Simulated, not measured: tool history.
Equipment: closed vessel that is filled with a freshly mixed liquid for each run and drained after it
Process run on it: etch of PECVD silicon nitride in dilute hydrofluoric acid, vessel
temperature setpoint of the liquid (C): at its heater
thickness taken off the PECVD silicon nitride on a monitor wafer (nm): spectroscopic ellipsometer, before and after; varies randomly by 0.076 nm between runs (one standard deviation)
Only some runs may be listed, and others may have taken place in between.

| run | day | temperature setpoint of the liquid (C) | parts of water to one part of 49 % hydrofluoric acid (parts by volume) | time in the liquid (s) | thickness taken off the PECVD silicon nitride on a monitor wafer (nm) |
|---|---|---|---|---|---|
| 1 | 0 | 22 | 280 | 415 | 6.8845 |
| 2 | 0.154 | 18.5 | 280 | 415 | 5.5364 |
| 3 | 0.35 | 19.5 | 280 | 415 | 5.9611 |
| 4 | 0.712 | 20 | 280 | 415 | 6.1171 |
| 5 | 0.904 | 20 | 280 | 445 | 6.5979 |
| 6 | 1.171 | 21.5 | 280 | 445 | 7.2137 |

Run 7 comes next. What will it give?
| 7 | 1.483 | 22 | 280 | 445 | ? |

{"run 7": {"thickness taken off the PECVD silicon nitride on a monitor wafer (nm)": 7.3584}}
